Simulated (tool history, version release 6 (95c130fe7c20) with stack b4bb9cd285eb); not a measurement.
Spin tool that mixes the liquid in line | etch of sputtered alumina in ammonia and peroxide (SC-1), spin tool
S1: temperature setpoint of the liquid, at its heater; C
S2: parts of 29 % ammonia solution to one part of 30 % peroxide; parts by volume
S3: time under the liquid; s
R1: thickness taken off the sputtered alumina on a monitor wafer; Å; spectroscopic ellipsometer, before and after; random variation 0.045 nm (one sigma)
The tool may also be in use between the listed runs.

{"run": 1, "hour": 0.0, "S1": 47.0, "S2": 0.9, "S3": 285, "R1": 206.35}
{"run": 2, "hour": 4.0, "S1": 47.0, "S2": 1.05, "S3": 285, "R1": 209.25}
{"run": 3, "hour": 12.4, "S1": 45.0, "S2": 1.05, "S3": 285, "R1": 187.16}
{"run": 4, "hour": 18.3, "S1": 43.5, "S2": 1.05, "S3": 285, "R1": 170.54}
{"run": 5, "hour": 25.9, "S1": 48.5, "S2": 1.05, "S3": 285, "R1": 227.89}
{"run": 6, "hour": 29.3, "S1": 46.0, "S2": 1.05, "S3": 285, "R1": 198.42}

The next listed run, before its measurement:
{"run": 7, "hour": 37.2, "S1": 44.0, "S2": 1.05, "S3": 285, "R1": "?"}

Run 7 gave R1 175.98 Å.
